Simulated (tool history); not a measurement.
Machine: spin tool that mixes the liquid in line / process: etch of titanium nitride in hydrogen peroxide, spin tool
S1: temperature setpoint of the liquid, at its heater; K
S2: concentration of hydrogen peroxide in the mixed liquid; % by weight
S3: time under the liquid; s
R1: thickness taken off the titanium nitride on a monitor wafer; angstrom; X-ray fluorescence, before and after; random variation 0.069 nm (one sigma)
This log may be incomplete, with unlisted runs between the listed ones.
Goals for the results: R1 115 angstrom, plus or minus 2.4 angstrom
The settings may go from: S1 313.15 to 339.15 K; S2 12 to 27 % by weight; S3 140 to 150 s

| run | day | S1 | S2 | S3 | R1 |
|---|---|---|---|---|---|
| 1 | 0 | 329.15 | 18 | 140 | 149.14 |
| 2 | 0.05 | 324.65 | 18 | 140 | 107.66 |
| 3 | 0.229 | 328.65 | 18 | 140 | 142.54 |
| 4 | 0.438 | 328.15 | 18 | 140 | 139 |
| 5 | 0.654 | 332.15 | 18 | 140 | 181.21 |
| 6 | 0.892 | 330.65 | 18 | 140 | 163.72 |
| 7 | 0.967 | 329.65 | 18 | 140 | 152.8 |
| 8 | 1.3 | 328.65 | 18 | 140 | 144.32 |
| 9 | 1.375 | 327.65 | 18 | 140 | 133.75 |
| 10 | 1.654 | 327.15 | 18 | 140 | 128.6 |
| 11 | 1.996 | 326.65 | 18 | 140 | 125.96 |
| 12 | 2.075 | 326.15 | 18 | 140 | 119.71 |

Exercise: of the 5 proposed moves below, exactly one satisfies all targets within the stated allowed misses. Which move is it?
| A | 2.154 | 326.15 | 18 | 145 | ? |
| B | 2.154 | 326.65 | 18.5 | 140 | ? |
| C | 2.154 | 326.15 | 16.5 | 145 | ? |
| D | 2.154 | 328.15 | 12.5 | 140 | ? |
| E | 2.154 | 324.15 | 20 | 150 | ? |

| move | R1 |
|---|---|
| A | 123.01 |
| B | 123.77 |
| C | 120.77 |
| D | 126.67 |
| E | 112.83 |
A: further off than the last run
B: further off than the last run
C: further off than the last run
D: further off than the last run
E: all results land within tolerance of their targets
Correct choice: E, which meets every target
